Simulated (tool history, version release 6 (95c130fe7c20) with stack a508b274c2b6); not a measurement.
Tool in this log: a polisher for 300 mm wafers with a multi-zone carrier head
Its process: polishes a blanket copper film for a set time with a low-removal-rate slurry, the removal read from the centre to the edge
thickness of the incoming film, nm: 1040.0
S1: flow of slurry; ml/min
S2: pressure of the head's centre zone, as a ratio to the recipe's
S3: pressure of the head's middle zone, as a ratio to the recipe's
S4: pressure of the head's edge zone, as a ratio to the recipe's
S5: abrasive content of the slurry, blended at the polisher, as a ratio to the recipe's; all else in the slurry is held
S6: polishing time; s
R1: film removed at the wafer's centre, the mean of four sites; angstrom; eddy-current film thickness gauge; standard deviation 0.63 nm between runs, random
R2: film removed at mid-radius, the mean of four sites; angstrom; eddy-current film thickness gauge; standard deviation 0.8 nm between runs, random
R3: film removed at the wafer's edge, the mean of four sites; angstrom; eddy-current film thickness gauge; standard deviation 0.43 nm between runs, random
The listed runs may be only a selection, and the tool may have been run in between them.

run  hour   S1    S2    S3    S4    S5  S6      R1      R2      R3
  1   0.0  180  1.00  1.00  1.00  1.00  36  479.08  489.92  492.93
  2   6.5  195  1.01  1.00  1.06  1.15  37  520.35  536.37  542.36
  3   9.5  195  1.01  1.00  0.98  1.15  37  535.94  532.79  528.85
  4  18.3  195  1.01  1.00  0.98  1.05  37  516.23  531.75  513.28
  5  19.6  210  1.01  0.99  1.04  1.20  37  533.49  543.68  549.92
  6  23.8  210  1.01  0.99  1.12  1.20  37  529.62  540.74  553.74
  7  29.0  210  1.01  0.99  1.12  1.20  37  532.67  533.88  553.93
  8  33.5  215  1.00  0.98  1.13  1.30  38  545.04  564.15  584.00
  9  37.9  225  1.01  0.96  1.15  1.35  38  559.30  557.52  599.23
 10  44.7  235  1.01  0.96  1.16  1.40  38  572.04  567.93  612.27

Estimate the outcome of run 11 from the log above:
 11  45.3  265  1.01  0.97  1.19  1.45  38   ?   ?   ?

R1: 599.98 angstrom
R2: 596.56 angstrom
R3: 626.25 angstrom
